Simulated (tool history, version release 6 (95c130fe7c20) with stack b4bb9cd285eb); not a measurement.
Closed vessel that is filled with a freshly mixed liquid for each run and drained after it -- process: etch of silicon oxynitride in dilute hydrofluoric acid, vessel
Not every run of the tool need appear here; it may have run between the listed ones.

run,hour,temperature setpoint of the liquid (K),parts of water to one part of 49 % hydrofluoric acid (parts by volume),time in the liquid (s),thickness taken off the silicon oxynitride on a monitor wafer (Å)
1,0.0,296.15,85,1390,525.26
2,8.1,298.65,85,1390,592.03
3,17.5,297.15,85,1390,555.72
4,21.9,296.15,85,1390,530.31
5,26.6,295.15,85,1390,504.78
6,28.8,291.65,85,1390,428.95

The next listed run, before its measurement:
7,36.5,290.65,95,1390,?

Run 7 gave thickness taken off the silicon oxynitride on a monitor wafer (Å) 359.11.
